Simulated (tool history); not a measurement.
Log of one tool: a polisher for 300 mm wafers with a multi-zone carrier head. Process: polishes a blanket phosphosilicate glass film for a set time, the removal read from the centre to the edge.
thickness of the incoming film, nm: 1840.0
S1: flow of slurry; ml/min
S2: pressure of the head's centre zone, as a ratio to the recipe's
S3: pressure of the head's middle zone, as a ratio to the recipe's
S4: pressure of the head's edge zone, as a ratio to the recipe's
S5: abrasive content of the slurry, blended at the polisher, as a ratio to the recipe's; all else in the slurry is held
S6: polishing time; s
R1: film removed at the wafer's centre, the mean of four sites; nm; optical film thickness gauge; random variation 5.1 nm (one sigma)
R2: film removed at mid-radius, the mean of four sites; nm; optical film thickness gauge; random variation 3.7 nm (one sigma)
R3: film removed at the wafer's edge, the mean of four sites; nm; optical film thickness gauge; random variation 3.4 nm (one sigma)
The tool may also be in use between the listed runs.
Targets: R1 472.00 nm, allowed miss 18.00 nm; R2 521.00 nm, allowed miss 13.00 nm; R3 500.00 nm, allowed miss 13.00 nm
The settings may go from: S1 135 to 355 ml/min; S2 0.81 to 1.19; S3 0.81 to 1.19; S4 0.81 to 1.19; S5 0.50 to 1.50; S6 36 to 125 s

run 1 day=0.000 | S1=225 S2=1.00 S3=1.00 S4=1.00 S5=1.00 S6=80 | R1=641.35 R2=641.63 R3=603.69
run 2 day=0.346 | S1=215 S2=0.97 S3=0.98 S4=0.97 S5=0.95 S6=80 | R1=594.96 R2=610.20 R3=583.13
run 3 day=0.508 | S1=210 S2=0.95 S3=0.97 S4=0.95 S5=0.90 S6=80 | R1=576.08 R2=584.10 R3=561.40
run 4 day=0.696 | S1=210 S2=0.95 S3=0.97 S4=0.91 S5=0.90 S6=80 | R1=569.66 R2=589.81 R3=549.84
run 5 day=0.842 | S1=260 S2=0.95 S3=0.97 S4=0.91 S5=0.90 S6=80 | R1=587.18 R2=605.22 R3=566.63
run 6 day=0.904 | S1=245 S2=0.93 S3=0.96 S4=0.89 S5=0.90 S6=80 | R1=579.10 R2=587.51 R3=552.86
run 7 day=1.058 | S1=230 S2=0.90 S3=0.96 S4=0.88 S5=0.90 S6=80 | R1=565.09 R2=585.50 R3=545.17
run 8 day=1.254 | S1=220 S2=0.88 S3=0.96 S4=0.89 S5=0.85 S6=80 | R1=532.63 R2=565.73 R3=530.92
run 9 day=1.542 | S1=210 S2=0.87 S3=0.96 S4=0.89 S5=0.85 S6=80 | R1=533.85 R2=572.39 R3=529.91
run 10 day=1.688 | S1=205 S2=0.86 S3=0.95 S4=0.90 S5=0.80 S6=80 | R1=506.48 R2=535.59 R3=514.18

Which of these 5 next moves meets every target?
run A day=1.833 | S1=175 S2=0.87 S3=0.91 S4=0.85 S5=0.80 S6=82 | R1=? R2=? R3=?
run B day=1.833 | S1=145 S2=0.87 S3=0.89 S4=0.97 S5=0.80 S6=82 | R1=? R2=? R3=?
run C day=1.833 | S1=185 S2=0.82 S3=0.96 S4=0.92 S5=0.65 S6=89 | R1=? R2=? R3=?
run D day=1.833 | S1=190 S2=0.81 S3=0.89 S4=0.97 S5=0.70 S6=85 | R1=? R2=? R3=?
run E day=1.833 | S1=225 S2=0.81 S3=1.03 S4=0.97 S5=0.75 S6=78 | R1=? R2=? R3=?

move=A R1=508.39 R2=512.93 R3=497.63
move=B R1=489.08 R2=486.59 R3=514.87
move=C R1=474.96 R2=516.72 R3=494.73
move=D R1=474.66 R2=487.97 R3=509.61
move=E R1=467.17 R2=540.77 R3=495.69
A: further off than the last run
B: brings the result that was furthest off to its target, and leaves another outside
C: meets every target
D: brings the result that was furthest off to its target, and leaves another outside
E: brings the result that was furthest off to its target, and leaves another outside
Move C is the one to make.
